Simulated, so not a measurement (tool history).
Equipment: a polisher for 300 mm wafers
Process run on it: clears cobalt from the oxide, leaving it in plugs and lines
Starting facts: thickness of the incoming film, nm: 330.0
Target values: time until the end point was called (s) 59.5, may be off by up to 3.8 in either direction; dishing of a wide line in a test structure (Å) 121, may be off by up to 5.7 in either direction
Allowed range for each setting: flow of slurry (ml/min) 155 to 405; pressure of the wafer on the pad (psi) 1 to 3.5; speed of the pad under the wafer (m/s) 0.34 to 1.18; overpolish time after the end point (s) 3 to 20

run	hour	flow of slurry (ml/min)	pressure of the wafer on the pad (psi)	speed of the pad under the wafer (m/s)	overpolish time after the end point (s)	time until the end point was called (s)	dishing of a wide line in a test structure (Å)
1	0	260	2.2	0.76	10	92.411	201.85
2	6	205	2.2	0.76	10	96.122	200.76
3	12	260	2.3	0.76	8	91.422	186.61
4	19	300	2	0.88	7	86.73	169.28
5	27.4	300	2	0.88	5	86.654	133.9
6	30.5	300	2.2	0.88	5	78.606	142.17
7	33.2	305	2.1	0.96	4	75.873	124.41
8	35.9	310	2.2	0.98	4	71.31	133.28
9	41.7	290	2.2	1.04	4	66.456	135.77
10	48.3	315	2.1	1.08	4	67.692	137.14
11	52.3	245	2.7	0.9	3	66.794	113.85
12	54.5	245	2.7	0.9	3	65.899	114.25

Exactly one of the 4 candidate moves below puts every result within its allowed miss. Which one?
A	56.7	215	2.7	0.84	3	?	?
B	56.7	230	2.4	0.84	4	?	?
C	56.7	215	2.5	0.88	3	?	?
D	56.7	230	2.5	1.08	3	?	?

move	time until the end point was called (s)	dishing of a wide line in a test structure (Å)
A	68.745	105.43
B	76.538	121.39
C	70.818	102.96
D	57.559	121.02
A: misses by more than the last run did
B: misses by more than the last run did
C: misses by more than the last run did
D: hits every target within its allowed miss
So the answer is move D, the one that meets all the targets.
